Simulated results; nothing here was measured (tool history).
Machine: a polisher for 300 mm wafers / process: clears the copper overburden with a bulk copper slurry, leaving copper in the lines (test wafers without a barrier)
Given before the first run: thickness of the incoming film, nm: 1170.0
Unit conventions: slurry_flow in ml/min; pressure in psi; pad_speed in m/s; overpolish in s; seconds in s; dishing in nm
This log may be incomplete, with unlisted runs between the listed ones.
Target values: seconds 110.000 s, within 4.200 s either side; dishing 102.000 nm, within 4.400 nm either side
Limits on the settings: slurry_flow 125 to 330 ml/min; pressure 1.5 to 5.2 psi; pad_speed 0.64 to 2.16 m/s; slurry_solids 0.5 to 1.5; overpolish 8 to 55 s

run 1 day=0.000 | slurry_flow=210 pressure=3.3 pad_speed=1.40 slurry_solids=1.0 overpolish=28 | seconds=73.438 dishing=113.610
run 2 day=0.283 | slurry_flow=210 pressure=3.3 pad_speed=1.60 slurry_solids=1.0 overpolish=28 | seconds=66.913 dishing=116.650
run 3 day=0.533 | slurry_flow=210 pressure=2.9 pad_speed=1.58 slurry_solids=1.0 overpolish=30 | seconds=73.199 dishing=112.180
run 4 day=0.846 | slurry_flow=210 pressure=2.9 pad_speed=1.58 slurry_solids=1.0 overpolish=36 | seconds=73.043 dishing=115.360
run 5 day=0.992 | slurry_flow=210 pressure=2.9 pad_speed=1.36 slurry_solids=1.0 overpolish=36 | seconds=81.243 dishing=112.650
-- day=1.350 head pressure recalibrated
run 6 day=1.350 | slurry_flow=210 pressure=2.9 pad_speed=1.36 slurry_solids=0.9 overpolish=36 | seconds=77.648 dishing=114.380
run 7 day=1.546 | slurry_flow=205 pressure=2.5 pad_speed=1.34 slurry_solids=0.9 overpolish=38 | seconds=84.893 dishing=111.460
run 8 day=1.783 | slurry_flow=205 pressure=2.2 pad_speed=1.30 slurry_solids=0.9 overpolish=38 | seconds=91.463 dishing=109.240
run 9 day=2.100 | slurry_flow=205 pressure=2.0 pad_speed=1.26 slurry_solids=0.9 overpolish=37 | seconds=101.100 dishing=104.070
run 10 day=2.292 | slurry_flow=205 pressure=2.0 pad_speed=1.26 slurry_solids=0.9 overpolish=37 | seconds=102.150 dishing=106.480
run 11 day=2.458 | slurry_flow=205 pressure=1.9 pad_speed=1.26 slurry_solids=0.9 overpolish=35 | seconds=103.670 dishing=106.880
run 12 day=2.696 | slurry_flow=200 pressure=1.6 pad_speed=1.28 slurry_solids=0.9 overpolish=25 | seconds=110.690 dishing=94.624

Pick the move, out of 5, that brings all results within their allowed miss; only one does.
run A day=2.933 | slurry_flow=200 pressure=1.9 pad_speed=1.16 slurry_solids=1.0 overpolish=33 | seconds=? dishing=?
run B day=2.933 | slurry_flow=210 pressure=2.2 pad_speed=1.02 slurry_solids=1.0 overpolish=53 | seconds=? dishing=?
run C day=2.933 | slurry_flow=230 pressure=1.5 pad_speed=1.24 slurry_solids=1.1 overpolish=21 | seconds=? dishing=?
run D day=2.933 | slurry_flow=175 pressure=1.5 pad_speed=1.30 slurry_solids=1.0 overpolish=26 | seconds=? dishing=?
run E day=2.933 | slurry_flow=175 pressure=1.7 pad_speed=1.38 slurry_solids=1.0 overpolish=25 | seconds=? dishing=?

move=A seconds=109.830 dishing=102.980
move=B seconds=111.760 dishing=110.960
move=C seconds=112.230 dishing=88.083
move=D seconds=113.630 dishing=94.221
move=E seconds=102.960 dishing=96.876
A: meets every target
B: takes the result that was furthest off past its target
C: moves away from the targets compared with the last run
D: moves away from the targets compared with the last run
E: just as far off the targets as the last run
A is the move that brings every result within its allowed miss.
